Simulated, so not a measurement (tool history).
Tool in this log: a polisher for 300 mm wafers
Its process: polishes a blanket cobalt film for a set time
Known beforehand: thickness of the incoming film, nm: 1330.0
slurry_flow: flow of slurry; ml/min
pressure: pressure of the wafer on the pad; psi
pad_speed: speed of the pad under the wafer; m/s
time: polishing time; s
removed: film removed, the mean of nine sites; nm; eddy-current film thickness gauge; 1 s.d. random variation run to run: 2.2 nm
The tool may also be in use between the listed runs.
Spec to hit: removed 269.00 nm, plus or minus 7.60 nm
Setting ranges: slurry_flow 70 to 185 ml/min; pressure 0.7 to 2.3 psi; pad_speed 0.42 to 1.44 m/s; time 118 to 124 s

run	hour	slurry_flow	pressure	pad_speed	time	removed
1	0.0	120	1.5	0.92	118	442.65
2	6.5	140	1.5	0.92	118	454.71
3	10.9	165	1.5	0.92	118	461.72
4	16.2	165	1.8	0.92	118	553.97
5	24.2	165	1.5	0.92	118	464.94
6	32.7	185	1.5	0.92	118	468.63
7	40.5	185	1.3	0.90	118	398.80
8	49.1	185	1.2	0.90	118	371.12
9	50.0	185	1.1	0.90	118	341.98
10	54.0	185	1.0	0.90	118	311.40
11	59.8	180	1.0	0.90	118	310.79

4 next moves are on the table. One of them brings every result within its allowed miss. Which?
A	65.6	185	1.1	0.92	124	?
B	65.6	185	1.1	0.74	124	?
C	65.6	180	1.2	0.86	124	?
D	65.6	185	0.9	0.86	118	?

move	removed
A	359.41
B	291.20
C	364.73
D	264.49
A: lands further from the targets than the last run did
B: closer than the last run, but not yet in spec
C: lands further from the targets than the last run did
D: every result within its allowed miss
D meets every target.
